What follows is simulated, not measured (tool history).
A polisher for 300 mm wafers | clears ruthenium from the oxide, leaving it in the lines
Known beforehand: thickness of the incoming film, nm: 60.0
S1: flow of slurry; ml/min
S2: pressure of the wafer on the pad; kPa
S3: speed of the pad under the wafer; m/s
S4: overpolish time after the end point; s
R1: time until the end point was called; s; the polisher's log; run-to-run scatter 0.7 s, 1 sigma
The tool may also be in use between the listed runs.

run,day,S1,S2,S3,S4,R1
1,0,220,9,0.82,5,108.51
2,0.354,220,9,0.92,5,97.36
3,0.488,270,9,0.92,5,93.757
4,0.742,275,9.7,0.92,5,88.872
5,0.996,275,9.7,0.92,4,89.19
6,1.304,275,9.7,0.74,4,109.83
7,1.658,275,11,0.74,4,96.18
8,1.983,275,11.7,0.74,4,91.558
9,2.329,275,12.4,0.74,4,85.455

Run 10 comes next. What will it give?
10,2.575,275,13.1,0.74,4,?

Run 10 measured R1 80.572 s.

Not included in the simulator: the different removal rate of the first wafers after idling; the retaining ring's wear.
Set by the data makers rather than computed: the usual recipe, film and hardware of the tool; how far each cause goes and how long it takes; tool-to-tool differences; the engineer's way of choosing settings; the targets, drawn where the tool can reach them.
